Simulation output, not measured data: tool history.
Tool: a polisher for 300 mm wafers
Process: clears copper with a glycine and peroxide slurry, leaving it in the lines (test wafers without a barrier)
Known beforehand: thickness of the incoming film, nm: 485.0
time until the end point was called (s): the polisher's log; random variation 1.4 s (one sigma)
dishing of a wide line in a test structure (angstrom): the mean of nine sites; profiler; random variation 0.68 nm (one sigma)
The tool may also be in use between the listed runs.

run	hour	flow of slurry (ml/min)	pressure of the wafer on the pad (psi)	speed of the pad under the wafer (cm/s)	overpolish time after the end point (s)	time until the end point was called (s)	dishing of a wide line in a test structure (angstrom)
1	0	250	2.4	102	12	99.775	388.18
2	5.1	250	2.5	102	12	98.307	395.9
3	9.5	250	2.6	104	12	94.126	408.16
4	17.6	250	2.7	106	12	94.111	422.49
5	25	250	2.7	106	10	91.816	370.08
6	25.7	210	2.7	106	10	90.852	368.02
7	26.6	210	2.7	108	11	90.911	397.55
8	29.1	210	2.7	110	11	88.686	407.14
9	37.4	210	2.7	112	11	89.209	398

What does the tool deliver on the next run?
10	44.2	210	2.8	114	11	?	?

time until the end point was called (s): 82.249
dishing of a wide line in a test structure (angstrom): 418.92
